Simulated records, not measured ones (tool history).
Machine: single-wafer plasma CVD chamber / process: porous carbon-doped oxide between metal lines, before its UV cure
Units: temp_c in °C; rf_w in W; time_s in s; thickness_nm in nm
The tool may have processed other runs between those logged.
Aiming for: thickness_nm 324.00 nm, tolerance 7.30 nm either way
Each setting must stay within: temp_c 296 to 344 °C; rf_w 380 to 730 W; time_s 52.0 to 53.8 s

run  hour  temp_c  rf_w  time_s  thickness_nm
  1   0.0     320   555    52.0        254.49
  2   7.2     316   585    52.2        273.60
  3   8.6     312   585    52.2        279.73
  4   9.6     309   600    52.3        290.16
  5  18.4     309   600    53.8        300.39
  6  21.5     306   605    53.8        307.24
     22.3  -- thermocouple changed; heater temperature recalibrated
  7  22.3     304   610    53.8        305.01
  8  28.1     303   620    53.8        311.77
  9  29.4     302   625    53.8        314.00

Which one of the following 5 next-run settings gets every result inside its allowed miss? There is exactly one.
  A  30.7     301   595    52.0             ?
  B  30.7     303   610    52.4             ?
  C  30.7     299   610    52.0             ?
  D  30.7     306   660    53.8             ?
  E  30.7     304   600    52.0             ?

move  thickness_nm
   A        292.95
   B        297.70
   C        302.84
   D        319.91
   E        289.69
A: misses by more than the last run did
B: misses by more than the last run did
C: misses by more than the last run did
D: in spec on every target
E: misses by more than the last run did
D is the move that brings every result within its allowed miss.
